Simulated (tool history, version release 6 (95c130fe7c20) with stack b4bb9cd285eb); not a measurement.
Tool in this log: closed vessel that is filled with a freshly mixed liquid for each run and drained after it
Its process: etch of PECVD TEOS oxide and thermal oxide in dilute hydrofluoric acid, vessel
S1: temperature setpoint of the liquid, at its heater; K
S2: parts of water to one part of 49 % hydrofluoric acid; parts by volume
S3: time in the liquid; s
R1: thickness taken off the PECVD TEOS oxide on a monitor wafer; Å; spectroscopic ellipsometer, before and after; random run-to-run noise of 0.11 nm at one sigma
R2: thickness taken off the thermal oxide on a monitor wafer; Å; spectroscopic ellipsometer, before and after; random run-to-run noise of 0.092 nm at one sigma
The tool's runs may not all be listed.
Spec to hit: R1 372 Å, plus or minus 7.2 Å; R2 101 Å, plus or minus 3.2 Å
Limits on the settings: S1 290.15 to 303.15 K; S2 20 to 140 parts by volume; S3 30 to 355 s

| run | hour | S1 | S2 | S3 | R1 | R2 |
|---|---|---|---|---|---|---|
| 1 | 0 | 295.15 | 75 | 180 | 441.13 | 120.64 |
| 2 | 8 | 298.15 | 75 | 180 | 497.49 | 135.9 |
| 3 | 14.8 | 298.15 | 75 | 250 | 687.07 | 185.8 |
| 4 | 21.6 | 295.65 | 80 | 250 | 580.56 | 158.41 |
| 5 | 27.4 | 294.15 | 85 | 250 | 511.16 | 140.11 |
| 6 | 30.3 | 293.15 | 90 | 250 | 462.14 | 124.49 |
| 7 | 36.4 | 292.15 | 90 | 250 | 441.83 | 119.13 |
| 8 | 44.9 | 291.65 | 90 | 250 | 433.35 | 118.26 |
| 9 | 53.8 | 291.15 | 90 | 250 | 424.95 | 115.38 |
| 10 | 58.8 | 291.15 | 90 | 250 | 425.61 | 114.23 |
| 11 | 64.7 | 290.15 | 95 | 250 | 381.29 | 103.98 |

Below are 4 possible settings for the next run. Only one of them brings all results inside the allowed miss of their targets. Which is it?
| A | 70.6 | 291.65 | 140 | 355 | ? | ? |
| B | 70.6 | 291.65 | 130 | 345 | ? | ? |
| C | 70.6 | 290.15 | 85 | 225 | ? | ? |
| D | 70.6 | 290.15 | 90 | 245 | ? | ? |

| move | R1 | R2 |
|---|---|---|
| A | 375.05 | 103.21 |
| B | 396.57 | 109.13 |
| C | 389.48 | 107.18 |
| D | 398.42 | 109.64 |
A: in spec on every target
B: the biggest miss grows against the last run
C: the biggest miss grows against the last run
D: the biggest miss grows against the last run
A meets every target.
